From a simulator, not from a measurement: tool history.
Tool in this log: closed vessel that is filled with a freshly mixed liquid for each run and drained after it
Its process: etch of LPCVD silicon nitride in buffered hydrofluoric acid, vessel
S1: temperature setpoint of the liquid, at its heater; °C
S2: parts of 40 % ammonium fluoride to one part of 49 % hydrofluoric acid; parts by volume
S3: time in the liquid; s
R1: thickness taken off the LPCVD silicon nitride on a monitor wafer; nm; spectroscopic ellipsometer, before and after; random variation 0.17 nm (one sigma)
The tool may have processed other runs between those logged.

Run 1, hour 0.0: S1 23.0 °C, S2 16.5 parts by volume, S3 3160 s. Result: R1 25.356 nm.
Run 2, hour 3.3: S1 22.5 °C, S2 16.5 parts by volume, S3 3160 s. Result: R1 25.054 nm.
Run 3, hour 7.4: S1 22.0 °C, S2 16.5 parts by volume, S3 3160 s. Result: R1 23.994 nm.
Run 4, hour 12.9: S1 22.0 °C, S2 16.5 parts by volume, S3 3160 s. Result: R1 24.294 nm.
Run 5, hour 18.3: S1 22.0 °C, S2 16.5 parts by volume, S3 3365 s. Result: R1 25.803 nm.
Run 6, hour 19.8: S1 22.0 °C, S2 16.5 parts by volume, S3 3160 s. Result: R1 24.013 nm.
Run 7, hour 28.4: S1 21.5 °C, S2 16.5 parts by volume, S3 3160 s. Result: R1 23.335 nm.
Run 8, hour 29.8: S1 21.5 °C, S2 16.5 parts by volume, S3 3160 s. Result: R1 23.188 nm.
Run 9, hour 34.0: S1 21.0 °C, S2 16.5 parts by volume, S3 3160 s. Result: R1 22.769 nm.
Run 10, hour 42.1: S1 20.5 °C, S2 16.5 parts by volume, S3 3160 s. Result: R1 22.098 nm.
Run 11, hour 49.2: S1 20.0 °C, S2 16.5 parts by volume, S3 3160 s. Result: R1 21.597 nm.

What does the tool deliver on the next run?
Run 12, hour 50.9: S1 19.5 °C, S2 16.5 parts by volume, S3 3160 s. Result: R1 ?.

{"run 12": {"R1": 20.999}}

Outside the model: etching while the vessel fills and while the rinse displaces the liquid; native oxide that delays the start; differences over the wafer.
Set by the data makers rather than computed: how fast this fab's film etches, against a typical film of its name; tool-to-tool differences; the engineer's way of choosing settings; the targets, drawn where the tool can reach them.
